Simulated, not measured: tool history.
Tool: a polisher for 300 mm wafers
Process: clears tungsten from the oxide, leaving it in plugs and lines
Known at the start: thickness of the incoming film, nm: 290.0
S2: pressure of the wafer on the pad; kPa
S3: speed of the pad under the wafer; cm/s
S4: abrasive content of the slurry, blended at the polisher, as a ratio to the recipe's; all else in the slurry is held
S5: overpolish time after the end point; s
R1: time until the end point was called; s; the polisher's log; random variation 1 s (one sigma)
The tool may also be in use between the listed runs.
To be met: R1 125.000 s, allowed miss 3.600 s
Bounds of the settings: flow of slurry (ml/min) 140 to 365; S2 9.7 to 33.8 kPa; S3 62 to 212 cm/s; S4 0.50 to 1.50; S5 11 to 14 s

Run 1, day 0.000: flow of slurry (ml/min) 235, S2 21.4 kPa, S3 136 cm/s, S4 1.00, S5 14 s. Result: R1 68.973 s.
Run 2, day 0.162: flow of slurry (ml/min) 235, S2 19.3 kPa, S3 134 cm/s, S4 1.00, S5 14 s. Result: R1 74.897 s.
Run 3, day 0.529: flow of slurry (ml/min) 235, S2 19.3 kPa, S3 134 cm/s, S4 0.85, S5 14 s. Result: R1 77.218 s.
Run 4, day 0.838: flow of slurry (ml/min) 235, S2 19.3 kPa, S3 118 cm/s, S4 0.85, S5 14 s. Result: R1 86.460 s.
Run 5, day 0.862: flow of slurry (ml/min) 235, S2 19.3 kPa, S3 118 cm/s, S4 0.70, S5 14 s. Result: R1 91.933 s.
Run 6, day 1.017: flow of slurry (ml/min) 235, S2 17.9 kPa, S3 118 cm/s, S4 0.70, S5 14 s. Result: R1 96.362 s.
Run 7, day 1.204: flow of slurry (ml/min) 235, S2 16.5 kPa, S3 118 cm/s, S4 0.70, S5 14 s. Result: R1 101.620 s.
Run 8, day 1.396: flow of slurry (ml/min) 235, S2 15.9 kPa, S3 118 cm/s, S4 0.70, S5 14 s. Result: R1 102.660 s.
Run 9, day 1.700: flow of slurry (ml/min) 235, S2 14.5 kPa, S3 118 cm/s, S4 0.70, S5 14 s. Result: R1 109.790 s.
Run 10, day 2.017: flow of slurry (ml/min) 235, S2 13.8 kPa, S3 118 cm/s, S4 0.70, S5 14 s. Result: R1 110.130 s.
Run 11, day 2.238: flow of slurry (ml/min) 235, S2 13.1 kPa, S3 118 cm/s, S4 0.70, S5 14 s. Result: R1 113.830 s.
Run 12, day 2.504: flow of slurry (ml/min) 235, S2 12.4 kPa, S3 118 cm/s, S4 0.70, S5 14 s. Result: R1 114.950 s.
Run 13, day 2.542: flow of slurry (ml/min) 235, S2 11.7 kPa, S3 118 cm/s, S4 0.70, S5 14 s. Result: R1 119.510 s.

4 next moves are on the table. One of them brings every result within its allowed miss. Which?
Run A, day 2.579: flow of slurry (ml/min) 255, S2 10.3 kPa, S3 120 cm/s, S4 0.50, S5 11 s. Result: R1 ?.
Run B, day 2.579: flow of slurry (ml/min) 195, S2 13.8 kPa, S3 132 cm/s, S4 0.50, S5 14 s. Result: R1 ?.
Run C, day 2.579: flow of slurry (ml/min) 245, S2 11.7 kPa, S3 110 cm/s, S4 0.55, S5 14 s. Result: R1 ?.
Run D, day 2.579: flow of slurry (ml/min) 140, S2 9.7 kPa, S3 132 cm/s, S4 0.65, S5 11 s. Result: R1 ?.

move       R1
   A  134.030
   B  109.250
   C  135.080
   D  123.210
A: takes the result that was furthest off past its target
B: further off than the last run
C: takes the result that was furthest off past its target
D: meets every target
Answer: D

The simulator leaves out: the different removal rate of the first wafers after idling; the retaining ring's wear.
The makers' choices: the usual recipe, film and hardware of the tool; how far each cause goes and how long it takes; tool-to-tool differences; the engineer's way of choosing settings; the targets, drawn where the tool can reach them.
